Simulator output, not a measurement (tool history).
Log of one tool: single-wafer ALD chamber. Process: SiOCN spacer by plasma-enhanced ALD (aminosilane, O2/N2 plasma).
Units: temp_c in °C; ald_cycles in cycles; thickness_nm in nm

run 1 hour=0 | temp_c=415 ald_cycles=116 | thickness_nm=6.003
run 2 hour=0.6 | temp_c=415 ald_cycles=109 | thickness_nm=5.5946
run 3 hour=5.8 | temp_c=415 ald_cycles=118 | thickness_nm=6.1001
run 4 hour=9.5 | temp_c=415 ald_cycles=108 | thickness_nm=5.5828
run 5 hour=11.8 | temp_c=416 ald_cycles=105 | thickness_nm=5.4401
run 6 hour=20.6 | temp_c=407 ald_cycles=105 | thickness_nm=5.5956
run 7 hour=27.7 | temp_c=409 ald_cycles=103 | thickness_nm=5.4957
run 8 hour=30.1 | temp_c=411 ald_cycles=101 | thickness_nm=5.3144
run 9 hour=38.3 | temp_c=412 ald_cycles=100 | thickness_nm=5.2191

Run 10 comes next. What will it give?
run 10 hour=45.5 | temp_c=413 ald_cycles=99 | thickness_nm=?

Run 10 gave thickness_nm 5.1443 nm.
